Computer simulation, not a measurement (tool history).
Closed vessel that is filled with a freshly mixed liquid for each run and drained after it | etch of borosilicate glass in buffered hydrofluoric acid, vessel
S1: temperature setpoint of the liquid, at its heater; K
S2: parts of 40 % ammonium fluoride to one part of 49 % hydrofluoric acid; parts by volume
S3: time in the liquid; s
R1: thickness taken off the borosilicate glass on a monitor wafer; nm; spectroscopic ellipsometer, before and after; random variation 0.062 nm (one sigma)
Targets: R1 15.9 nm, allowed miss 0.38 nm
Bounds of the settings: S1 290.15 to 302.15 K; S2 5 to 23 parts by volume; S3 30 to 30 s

run 1 day=0 | S1=294.15 S2=14 S3=30 | R1=21.236
run 2 day=0.304 | S1=292.15 S2=14 S3=30 | R1=19.064
run 3 day=0.421 | S1=291.65 S2=14.5 S3=30 | R1=17.77
run 4 day=0.75 | S1=291.15 S2=14.5 S3=30 | R1=17.424
run 5 day=1.042 | S1=290.65 S2=14.5 S3=30 | R1=16.767
run 6 day=1.125 | S1=293.65 S2=14.5 S3=30 | R1=19.95
run 7 day=1.292 | S1=292.65 S2=14.5 S3=30 | R1=18.916
run 8 day=1.404 | S1=291.65 S2=14.5 S3=30 | R1=17.887

Which of these 4 next moves meets every target?
run A day=1.517 | S1=292.65 S2=16.5 S3=30 | R1=?
run B day=1.517 | S1=292.65 S2=13.5 S3=30 | R1=?
run C day=1.517 | S1=293.15 S2=13.5 S3=30 | R1=?
run D day=1.517 | S1=290.15 S2=15 S3=30 | R1=?

move=A R1=16.616
move=B R1=20.276
move=C R1=20.842
move=D R1=15.897
A: nearer than the last run, and not there yet
B: further off than the last run
C: further off than the last run
D: meets every target
Answer: D
